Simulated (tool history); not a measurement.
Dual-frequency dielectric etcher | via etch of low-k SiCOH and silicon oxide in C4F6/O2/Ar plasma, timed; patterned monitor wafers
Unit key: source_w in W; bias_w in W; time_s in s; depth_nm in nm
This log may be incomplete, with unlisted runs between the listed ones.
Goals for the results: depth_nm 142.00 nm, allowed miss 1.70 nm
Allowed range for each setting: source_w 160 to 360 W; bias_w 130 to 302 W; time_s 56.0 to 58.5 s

run,hour,source_w,bias_w,time_s,depth_nm
1,0.0,260,216,56.0,135.14
2,8.4,260,183,56.0,130.86
3,16.3,240,183,56.0,127.18
4,25.3,240,183,56.0,126.31
5,28.7,250,183,56.0,128.02
6,32.3,250,167,56.0,126.10
7,40.3,300,176,56.0,137.02
8,42.4,310,177,56.0,138.40
9,43.5,310,178,56.0,138.66

Exactly one of the 4 candidate moves below puts every result within its allowed miss. Which one?
A,44.6,320,194,57.0,?
B,44.6,300,163,58.0,?
C,44.6,310,166,56.5,?
D,44.6,340,143,58.0,?

move,depth_nm
A,146.69
B,139.80
C,138.50
D,142.69
A: moves the result that the last run missed by most past its target, out the other side
B: an improvement on the last run, though not all results are within tolerance
C: neither nearer nor further off than the last run
D: every result lands within tolerance
The right move is D.
